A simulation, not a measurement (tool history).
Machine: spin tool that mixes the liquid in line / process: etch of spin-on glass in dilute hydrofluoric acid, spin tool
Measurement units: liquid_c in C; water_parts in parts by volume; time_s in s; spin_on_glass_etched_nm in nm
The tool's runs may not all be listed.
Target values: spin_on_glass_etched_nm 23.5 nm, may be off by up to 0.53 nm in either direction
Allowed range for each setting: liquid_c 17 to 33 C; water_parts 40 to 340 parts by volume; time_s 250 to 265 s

| run | hour | liquid_c | water_parts | time_s | spin_on_glass_etched_nm |
|---|---|---|---|---|---|
| 1 | 0 | 25 | 190 | 250 | 42.083 |
| 2 | 2.9 | 24 | 195 | 250 | 39.233 |
| 3 | 5.8 | 21 | 195 | 250 | 34.921 |
| 4 | 8.8 | 21 | 170 | 250 | 41.361 |
| 5 | 13.4 | 21 | 170 | 250 | 41.557 |
| 6 | 14.5 | 20.5 | 180 | 250 | 37.815 |
| 7 | 19.7 | 20 | 185 | 250 | 35.882 |
| 8 | 27.8 | 17 | 245 | 250 | 22.632 |

Of the 4 settings listed for the next run, only one would bring every result within its allowed miss of target. Which one?
| A | 35.9 | 19 | 255 | 260 | ? |
| B | 35.9 | 17 | 235 | 260 | ? |
| C | 35.9 | 20 | 270 | 250 | ? |
| D | 35.9 | 19 | 255 | 250 | ? |

| move | spin_on_glass_etched_nm |
|---|---|
| A | 24.262 |
| B | 24.816 |
| C | 22.564 |
| D | 23.329 |
A: carries the result that was furthest off beyond its target, to the other side
B: carries the result that was furthest off beyond its target, to the other side
C: its largest miss is bigger than the last run's
D: every result lands within tolerance
D meets every target.

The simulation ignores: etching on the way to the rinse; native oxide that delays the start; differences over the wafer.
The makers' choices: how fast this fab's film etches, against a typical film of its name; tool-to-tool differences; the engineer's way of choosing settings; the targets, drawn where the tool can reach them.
